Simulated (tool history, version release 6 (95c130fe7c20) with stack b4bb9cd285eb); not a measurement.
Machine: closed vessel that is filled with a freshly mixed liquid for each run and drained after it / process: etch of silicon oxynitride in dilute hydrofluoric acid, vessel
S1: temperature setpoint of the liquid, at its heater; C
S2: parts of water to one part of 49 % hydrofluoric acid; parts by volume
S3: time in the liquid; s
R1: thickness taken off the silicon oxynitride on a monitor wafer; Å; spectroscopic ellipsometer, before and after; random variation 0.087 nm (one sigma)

run,hour,S1,S2,S3,R1
1,0.0,24.0,60,830,282.35
2,9.8,22.5,60,830,261.76
3,13.7,22.5,50,830,317.17
4,16.4,24.5,50,830,350.37
5,21.0,24.5,30,830,588.52
6,24.1,22.5,40,830,394.18
7,32.2,18.5,60,825,213.01

Run 8 is up next; what results do you expect?
# hour 37.1: hydrofluoric acid flow meter replaced
8,37.1,18.0,60,825,?

For run 8 the tool returned R1 187.65 Å.
